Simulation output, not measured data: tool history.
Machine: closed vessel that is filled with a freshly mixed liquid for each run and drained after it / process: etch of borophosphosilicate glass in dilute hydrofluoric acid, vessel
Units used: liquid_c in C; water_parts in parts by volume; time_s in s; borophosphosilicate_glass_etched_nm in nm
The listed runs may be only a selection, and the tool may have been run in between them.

run  hour  liquid_c  water_parts  time_s  borophosphosilicate_glass_etched_nm
  1     0        20          245      50                               4.1868
  2   5.8        20          245      40                               3.3874
  3   8.5        20          330      40                               2.2992
  4  13.8        20          330      50                               2.8825
  5  20.8        22          265      50                               4.0946
  6    24      23.5          220      50                               5.4634
  7  26.3      24.5          185      50                               7.0003
  8  29.5        28           90      50                               18.437

Run 9 comes next. What will it give?
  9  34.4        27           90      50                                    ?

Run 9 came out at borophosphosilicate_glass_etched_nm 17.732 nm.
